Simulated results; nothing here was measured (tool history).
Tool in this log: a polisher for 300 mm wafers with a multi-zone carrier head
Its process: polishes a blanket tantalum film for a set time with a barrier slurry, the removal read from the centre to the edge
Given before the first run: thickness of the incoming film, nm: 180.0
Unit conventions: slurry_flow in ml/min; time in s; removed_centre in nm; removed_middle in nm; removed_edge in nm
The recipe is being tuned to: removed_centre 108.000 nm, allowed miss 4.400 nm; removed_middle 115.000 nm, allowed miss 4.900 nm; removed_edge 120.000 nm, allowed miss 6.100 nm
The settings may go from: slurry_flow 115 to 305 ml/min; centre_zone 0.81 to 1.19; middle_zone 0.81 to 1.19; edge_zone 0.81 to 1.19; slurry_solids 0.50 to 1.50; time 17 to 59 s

run 1 hour=0.0 | slurry_flow=195 centre_zone=1.00 middle_zone=1.00 edge_zone=1.00 slurry_solids=1.00 time=38 | removed_centre=72.880 removed_middle=74.503 removed_edge=73.938
run 2 hour=1.9 | slurry_flow=160 centre_zone=1.00 middle_zone=1.00 edge_zone=1.00 slurry_solids=1.00 time=38 | removed_centre=71.416 removed_middle=70.926 removed_edge=71.720
run 3 hour=2.7 | slurry_flow=160 centre_zone=1.00 middle_zone=0.92 edge_zone=1.00 slurry_solids=1.00 time=38 | removed_centre=70.820 removed_middle=68.365 removed_edge=70.547
run 4 hour=11.1 | slurry_flow=190 centre_zone=1.00 middle_zone=0.92 edge_zone=1.00 slurry_solids=1.00 time=38 | removed_centre=73.029 removed_middle=70.208 removed_edge=74.792
run 5 hour=15.0 | slurry_flow=215 centre_zone=1.00 middle_zone=0.95 edge_zone=1.02 slurry_solids=1.15 time=40 | removed_centre=81.886 removed_middle=79.751 removed_edge=83.354
run 6 hour=23.2 | slurry_flow=240 centre_zone=1.00 middle_zone=0.95 edge_zone=1.02 slurry_solids=1.15 time=40 | removed_centre=84.817 removed_middle=80.288 removed_edge=82.981
run 7 hour=24.7 | slurry_flow=230 centre_zone=0.98 middle_zone=0.97 edge_zone=1.04 slurry_solids=1.25 time=43 | removed_centre=89.701 removed_middle=87.623 removed_edge=96.012
run 8 hour=31.1 | slurry_flow=230 centre_zone=0.98 middle_zone=0.97 edge_zone=1.04 slurry_solids=1.25 time=43 | removed_centre=89.188 removed_middle=91.083 removed_edge=92.223
run 9 hour=31.9 | slurry_flow=235 centre_zone=0.96 middle_zone=1.00 edge_zone=1.14 slurry_solids=1.50 time=49 | removed_centre=107.310 removed_middle=108.200 removed_edge=116.630
run 10 hour=37.7 | slurry_flow=240 centre_zone=0.95 middle_zone=1.01 edge_zone=1.14 slurry_solids=1.50 time=49 | removed_centre=106.500 removed_middle=109.860 removed_edge=115.810
run 11 hour=45.6 | slurry_flow=240 centre_zone=0.94 middle_zone=1.01 edge_zone=1.14 slurry_solids=1.50 time=49 | removed_centre=103.440 removed_middle=110.130 removed_edge=115.410
run 12 hour=49.4 | slurry_flow=245 centre_zone=0.94 middle_zone=1.01 edge_zone=1.14 slurry_solids=1.50 time=49 | removed_centre=104.210 removed_middle=111.910 removed_edge=116.050

Which one of the following 4 next-run settings gets every result inside its allowed miss? There is exactly one.
run A hour=53.2 | slurry_flow=295 centre_zone=0.81 middle_zone=0.96 edge_zone=1.10 slurry_solids=1.50 time=52 | removed_centre=? removed_middle=? removed_edge=?
run B hour=53.2 | slurry_flow=280 centre_zone=0.94 middle_zone=1.01 edge_zone=1.13 slurry_solids=1.50 time=51 | removed_centre=? removed_middle=? removed_edge=?
run C hour=53.2 | slurry_flow=295 centre_zone=1.07 middle_zone=1.12 edge_zone=1.12 slurry_solids=1.50 time=46 | removed_centre=? removed_middle=? removed_edge=?
run D hour=53.2 | slurry_flow=245 centre_zone=0.83 middle_zone=1.01 edge_zone=1.19 slurry_solids=1.50 time=51 | removed_centre=? removed_middle=? removed_edge=?

move=A removed_centre=97.402 removed_middle=118.340 removed_edge=123.700
move=B removed_centre=110.360 removed_middle=118.700 removed_edge=122.160
move=C removed_centre=114.170 removed_middle=114.280 removed_edge=110.110
move=D removed_centre=95.683 removed_middle=116.930 removed_edge=123.480
A: moves away from the targets compared with the last run
B: all results land within tolerance of their targets
C: carries the result that was furthest off beyond its target, to the other side
D: moves away from the targets compared with the last run
B meets every target.

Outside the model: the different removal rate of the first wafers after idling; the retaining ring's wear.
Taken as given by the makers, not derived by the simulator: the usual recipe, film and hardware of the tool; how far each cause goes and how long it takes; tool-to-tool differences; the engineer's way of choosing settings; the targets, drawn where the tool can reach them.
